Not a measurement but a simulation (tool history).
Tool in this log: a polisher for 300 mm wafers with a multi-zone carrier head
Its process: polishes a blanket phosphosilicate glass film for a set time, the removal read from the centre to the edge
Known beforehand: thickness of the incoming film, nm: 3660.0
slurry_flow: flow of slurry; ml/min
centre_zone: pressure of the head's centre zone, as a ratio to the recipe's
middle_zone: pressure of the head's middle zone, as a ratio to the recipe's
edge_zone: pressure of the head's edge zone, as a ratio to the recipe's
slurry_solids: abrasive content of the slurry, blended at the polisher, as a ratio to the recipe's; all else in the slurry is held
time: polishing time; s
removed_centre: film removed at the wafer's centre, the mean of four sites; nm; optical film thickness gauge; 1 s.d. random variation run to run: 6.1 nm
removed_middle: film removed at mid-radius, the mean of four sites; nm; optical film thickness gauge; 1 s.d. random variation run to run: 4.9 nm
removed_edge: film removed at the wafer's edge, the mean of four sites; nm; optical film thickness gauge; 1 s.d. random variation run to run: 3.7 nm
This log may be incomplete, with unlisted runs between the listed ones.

run  hour  slurry_flow  centre_zone  middle_zone  edge_zone  slurry_solids  time  removed_centre  removed_middle  removed_edge
  1   0.0          275         1.00         1.00       1.00           1.00    74          801.43          823.40        795.26
  2   7.3          275         0.94         1.00       1.00           1.00    74          757.26          809.43        797.23
  3  14.0          275         0.94         1.00       1.04           1.00    74          745.76          814.95        813.42
  4  16.4          275         0.93         1.01       1.01           0.90    73          705.46          780.86        759.02
  5  24.0          210         0.93         1.01       1.01           0.90    73          680.22          753.08        741.04
  6  32.5          210         0.93         1.01       0.98           0.90    73          686.20          757.94        721.81
  7  36.8          205         0.92         1.00       0.96           0.85    73          671.59          734.65        711.75

Run 8 has not been measured yet. What should we expect?
  8  41.4          205         0.92         1.01       0.94           0.80    72               ?               ?             ?

{"run 8": {"removed_centre": 624.51, "removed_middle": 712.31, "removed_edge": 681.93}}
